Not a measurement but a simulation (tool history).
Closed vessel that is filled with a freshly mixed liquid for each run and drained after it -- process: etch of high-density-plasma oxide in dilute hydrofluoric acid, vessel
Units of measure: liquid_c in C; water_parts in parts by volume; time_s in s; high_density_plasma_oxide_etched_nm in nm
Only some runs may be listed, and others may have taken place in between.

run,hour,liquid_c,water_parts,time_s,high_density_plasma_oxide_etched_nm
1,0,25,290,125,2.0268
2,4.4,25,290,125,1.9876
3,8.7,25,290,125,2.0312
4,13.5,22.5,330,125,1.5652
5,17.9,22.5,385,125,1.2737
6,25,21,400,125,1.1513
7,30,20,410,125,1.0735

What will run 8 give?
8,36.4,20,410,125,?

Run 8 yielded high_density_plasma_oxide_etched_nm 1.0784 nm.
